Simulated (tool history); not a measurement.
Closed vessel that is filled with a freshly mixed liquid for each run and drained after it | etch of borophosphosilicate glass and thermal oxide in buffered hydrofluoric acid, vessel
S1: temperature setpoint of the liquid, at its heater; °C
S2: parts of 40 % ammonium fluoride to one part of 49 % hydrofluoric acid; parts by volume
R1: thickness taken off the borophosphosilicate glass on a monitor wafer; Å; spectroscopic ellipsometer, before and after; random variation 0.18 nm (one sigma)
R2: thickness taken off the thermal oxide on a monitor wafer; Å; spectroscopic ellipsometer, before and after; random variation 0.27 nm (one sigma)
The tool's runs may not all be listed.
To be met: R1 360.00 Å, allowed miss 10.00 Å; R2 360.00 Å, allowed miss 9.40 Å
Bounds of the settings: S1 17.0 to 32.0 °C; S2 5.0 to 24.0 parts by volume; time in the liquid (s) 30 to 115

run 1 hour=0.0 | S1=24.0 S2=14.5 time_in_the_liquid_(s)=60 | R1=593.81 R2=583.94
run 2 hour=3.6 | S1=22.0 S2=15.0 time_in_the_liquid_(s)=60 | R1=515.00 R2=505.44
run 3 hour=12.0 | S1=22.0 S2=11.0 time_in_the_liquid_(s)=60 | R1=694.58 R2=701.91
run 4 hour=17.8 | S1=20.5 S2=12.5 time_in_the_liquid_(s)=60 | R1=571.61 R2=563.30
run 5 hour=20.7 | S1=20.0 S2=13.5 time_in_the_liquid_(s)=60 | R1=513.67 R2=507.06
run 6 hour=24.4 | S1=20.0 S2=13.5 time_in_the_liquid_(s)=80 | R1=685.95 R2=679.24
run 7 hour=30.9 | S1=19.0 S2=15.0 time_in_the_liquid_(s)=80 | R1=580.52 R2=582.88
run 8 hour=32.1 | S1=18.5 S2=16.5 time_in_the_liquid_(s)=80 | R1=517.88 R2=518.31
run 9 hour=37.5 | S1=17.0 S2=21.5 time_in_the_liquid_(s)=80 | R1=372.54 R2=367.87
-- hour=45.3 thermometer replaced
run 10 hour=45.3 | S1=17.0 S2=21.5 time_in_the_liquid_(s)=80 | R1=325.68 R2=324.00
run 11 hour=53.0 | S1=17.5 S2=21.5 time_in_the_liquid_(s)=80 | R1=337.06 R2=335.14

Which of these 4 next moves meets every target?
run A hour=60.7 | S1=19.5 S2=18.0 time_in_the_liquid_(s)=65 | R1=? R2=?
run B hour=60.7 | S1=18.5 S2=24.0 time_in_the_liquid_(s)=80 | R1=? R2=?
run C hour=60.7 | S1=17.5 S2=24.0 time_in_the_liquid_(s)=80 | R1=? R2=?
run D hour=60.7 | S1=26.0 S2=13.0 time_in_the_liquid_(s)=30 | R1=? R2=?

move=A R1=359.77 R2=357.93
move=B R1=332.35 R2=330.76
move=C R1=314.15 R2=312.45
move=D R1=326.33 R2=325.43
A: meets every target
B: further off than the last run
C: further off than the last run
D: further off than the last run
Answer: A
